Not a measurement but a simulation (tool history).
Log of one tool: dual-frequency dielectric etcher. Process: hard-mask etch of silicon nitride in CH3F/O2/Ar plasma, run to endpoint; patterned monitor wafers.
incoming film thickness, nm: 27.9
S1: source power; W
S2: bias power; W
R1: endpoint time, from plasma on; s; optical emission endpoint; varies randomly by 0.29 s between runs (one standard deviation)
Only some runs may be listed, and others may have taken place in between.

Run 1, hour 0.0: S1 340 W, S2 65 W. Result: R1 44.390 s.
Run 2, hour 6.4: S1 300 W, S2 65 W. Result: R1 45.834 s.
Run 3, hour 12.4: S1 330 W, S2 65 W. Result: R1 44.012 s.
Run 4, hour 18.6: S1 350 W, S2 67 W. Result: R1 42.486 s.
Run 5, hour 27.6: S1 360 W, S2 68 W. Result: R1 41.932 s.
Run 6, hour 29.8: S1 380 W, S2 68 W. Result: R1 41.176 s.

Estimate the outcome of run 7 from the log above:
Run 7, hour 34.8: S1 390 W, S2 69 W. Result: R1 ?.

Logged for run 7: R1 40.859 s.
